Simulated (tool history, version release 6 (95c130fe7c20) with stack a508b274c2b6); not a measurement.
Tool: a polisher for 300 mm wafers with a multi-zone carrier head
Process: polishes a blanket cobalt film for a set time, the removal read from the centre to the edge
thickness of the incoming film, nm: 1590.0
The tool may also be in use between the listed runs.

run,hour,flow of slurry (ml/min),pressure of the head's centre zone,pressure of the head's middle zone,pressure of the head's edge zone,polishing time (s),film removed at the wafer's centre (Å),film removed at mid-radius (Å),film removed at the wafer's edge (Å)
1,0.0,265,1.00,1.00,1.00,32,1383.0,1360.8,1387.5
2,2.1,305,1.00,1.00,1.00,32,1403.8,1404.8,1411.8
3,3.8,350,1.00,1.00,1.00,32,1414.9,1383.9,1424.6
4,8.7,345,0.98,0.97,0.96,29,1250.9,1249.3,1255.0
5,14.6,345,0.92,0.97,0.96,29,1150.7,1252.6,1240.6
6,16.1,340,0.92,0.93,0.93,27,1078.7,1123.4,1158.2
7,21.7,340,0.93,0.92,0.90,25,1027.0,1028.9,1066.0
8,29.2,340,0.93,0.92,0.90,25,1004.7,1023.1,1053.9
9,34.2,340,0.93,0.92,0.90,25,1005.1,1023.9,1053.9

Forecast run 10:
10,41.9,340,0.93,0.92,0.90,25,?,?,?

{"run 10": {"film removed at the wafer's centre (Å)": 1042.6, "film removed at mid-radius (Å)": 1027.3, "film removed at the wafer's edge (Å)": 1056.4}}

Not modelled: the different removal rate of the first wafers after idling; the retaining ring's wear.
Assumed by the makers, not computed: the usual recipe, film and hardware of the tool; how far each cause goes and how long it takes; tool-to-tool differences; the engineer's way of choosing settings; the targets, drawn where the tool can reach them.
